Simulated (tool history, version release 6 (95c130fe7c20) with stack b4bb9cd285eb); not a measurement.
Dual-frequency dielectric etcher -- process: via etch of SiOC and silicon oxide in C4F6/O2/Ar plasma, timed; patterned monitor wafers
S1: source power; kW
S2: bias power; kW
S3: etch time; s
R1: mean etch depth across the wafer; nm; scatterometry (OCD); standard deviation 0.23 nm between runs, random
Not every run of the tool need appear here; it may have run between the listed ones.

run,hour,S1,S2,S3,R1
1,0,0.3,0.228,43.5,50.332
2,7.5,0.3,0.228,39.5,45.393
3,16.3,0.3,0.193,39.5,43.71
4,17.1,0.3,0.193,39.5,43.573
5,24.1,0.3,0.221,39.5,45.418
6,31.9,0.3,0.206,39.5,44.436
7,40.7,0.36,0.252,40.5,50.379

Run 8 is up next; what results do you expect?
8,46.4,0.38,0.268,40.5,?

{"run 8": {"R1": 52.324}}
